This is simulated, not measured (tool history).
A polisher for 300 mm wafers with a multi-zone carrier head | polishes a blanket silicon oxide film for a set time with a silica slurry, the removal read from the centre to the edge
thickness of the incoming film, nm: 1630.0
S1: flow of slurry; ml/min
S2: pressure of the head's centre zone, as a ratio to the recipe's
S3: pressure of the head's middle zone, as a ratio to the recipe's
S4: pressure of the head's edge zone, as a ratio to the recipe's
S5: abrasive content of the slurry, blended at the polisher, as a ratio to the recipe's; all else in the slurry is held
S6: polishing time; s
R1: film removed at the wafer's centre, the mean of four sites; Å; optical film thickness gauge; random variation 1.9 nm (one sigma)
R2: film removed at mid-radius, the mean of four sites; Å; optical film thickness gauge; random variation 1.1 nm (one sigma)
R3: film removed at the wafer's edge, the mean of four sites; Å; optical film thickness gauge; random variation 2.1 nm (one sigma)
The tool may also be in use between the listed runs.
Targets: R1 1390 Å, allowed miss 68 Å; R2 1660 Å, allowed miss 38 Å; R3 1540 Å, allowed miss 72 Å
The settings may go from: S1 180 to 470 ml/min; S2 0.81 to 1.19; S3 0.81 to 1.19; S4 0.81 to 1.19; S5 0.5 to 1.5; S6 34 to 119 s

run 1 day=0 | S1=300 S2=1 S3=1 S4=1 S5=1 S6=76 | R1=2720.4 R2=2786.1 R3=2842.6
run 2 day=0.321 | S1=300 S2=1 S3=1 S4=1 S5=0.95 S6=76 | R1=2631.9 R2=2712.5 R3=2706.9
run 3 day=0.4 | S1=300 S2=1 S3=1.08 S4=1 S5=0.95 S6=76 | R1=2567.7 R2=2846.8 R3=2706.5
run 4 day=0.592 | S1=295 S2=0.97 S3=1.06 S4=0.98 S5=0.85 S6=71 | R1=2234.2 R2=2472.7 R3=2285.5
run 5 day=0.946 | S1=285 S2=0.93 S3=1.04 S4=0.99 S5=0.75 S6=69 | R1=1838.7 R2=2163.9 R3=2079.5
run 6 day=1.188 | S1=285 S2=0.93 S3=1.04 S4=0.99 S5=0.85 S6=69 | R1=2069.7 R2=2357.8 R3=2275.8
run 7 day=1.467 | S1=285 S2=0.91 S3=1.03 S4=0.97 S5=0.75 S6=68 | R1=1816.9 R2=2128.8 R3=2012.5
run 8 day=1.712 | S1=280 S2=0.89 S3=1.01 S4=0.95 S5=0.7 S6=68 | R1=1706.3 R2=1966.6 R3=1960.6
run 9 day=2.042 | S1=285 S2=0.88 S3=1.02 S4=0.93 S5=0.65 S6=67 | R1=1559.3 R2=1850.7 R3=1735.5
run 10 day=2.225 | S1=285 S2=0.87 S3=1.01 S4=0.91 S5=0.65 S6=67 | R1=1553.4 R2=1842.3 R3=1727.5
run 11 day=2.462 | S1=285 S2=0.86 S3=1 S4=0.89 S5=0.65 S6=67 | R1=1498.7 R2=1839.3 R3=1723.3
run 12 day=2.638 | S1=290 S2=0.86 S3=0.99 S4=0.88 S5=0.65 S6=67 | R1=1517.8 R2=1811.8 R3=1657.1
run 13 day=2.733 | S1=285 S2=0.85 S3=0.98 S4=0.87 S5=0.65 S6=67 | R1=1488.5 R2=1818.4 R3=1693.8
run 14 day=2.817 | S1=290 S2=0.85 S3=0.97 S4=0.86 S5=0.65 S6=67 | R1=1525 R2=1793.8 R3=1714.4
run 15 day=2.854 | S1=245 S2=0.84 S3=0.98 S4=0.81 S5=0.5 S6=67 | R1=1124.5 R2=1424.4 R3=1266.8
run 16 day=3.162 | S1=270 S2=0.84 S3=0.98 S4=0.82 S5=0.5 S6=67 | R1=1170 R2=1409.8 R3=1273.4
run 17 day=3.442 | S1=290 S2=0.84 S3=1 S4=0.85 S5=0.5 S6=67 | R1=1187.9 R2=1436.2 R3=1343.9
run 18 day=3.646 | S1=280 S2=0.85 S3=1.01 S4=0.87 S5=0.5 S6=67 | R1=1173.4 R2=1450.8 R3=1314.1
run 19 day=3.854 | S1=295 S2=0.86 S3=1.02 S4=0.89 S5=0.5 S6=67 | R1=1185.8 R2=1453.4 R3=1354.6
run 20 day=4.108 | S1=295 S2=0.87 S3=1.03 S4=0.9 S5=0.5 S6=67 | R1=1216.6 R2=1484.8 R3=1387
run 21 day=4.175 | S1=300 S2=0.88 S3=1.04 S4=0.91 S5=0.5 S6=67 | R1=1247.9 R2=1492.4 R3=1363.1
run 22 day=4.479 | S1=315 S2=0.88 S3=1.05 S4=0.93 S5=0.5 S6=67 | R1=1238.4 R2=1510.9 R3=1413.9
run 23 day=4.658 | S1=315 S2=0.89 S3=1.06 S4=0.94 S5=0.5 S6=67 | R1=1241.9 R2=1509.3 R3=1383.3
run 24 day=5.021 | S1=315 S2=0.9 S3=1.07 S4=0.96 S5=0.5 S6=67 | R1=1283.2 R2=1556.7 R3=1424.6
run 25 day=5.138 | S1=315 S2=0.91 S3=1.08 S4=0.97 S5=0.5 S6=67 | R1=1272.3 R2=1529.4 R3=1422

Which of these 4 next moves meets every target?
run A day=5.254 | S1=270 S2=0.91 S3=1.06 S4=0.94 S5=0.55 S6=67 | R1=? R2=? R3=?
run B day=5.254 | S1=180 S2=0.84 S3=1.05 S4=1.04 S5=0.55 S6=61 | R1=? R2=? R3=?
run C day=5.254 | S1=425 S2=1.08 S3=0.98 S4=0.98 S5=0.55 S6=60 | R1=? R2=? R3=?
run D day=5.254 | S1=365 S2=1.04 S3=1.11 S4=0.95 S5=0.5 S6=66 | R1=? R2=? R3=?

move=A R1=1376 R2=1628.6 R3=1518.8
move=B R1=1103.4 R2=1412.4 R3=1407
move=C R1=1521.1 R2=1422.9 R3=1426.6
move=D R1=1452.1 R2=1550.5 R3=1395.3
A: meets every target
B: further off than the last run
C: further off than the last run
D: nearer than the last run, and not there yet
The right move is A.
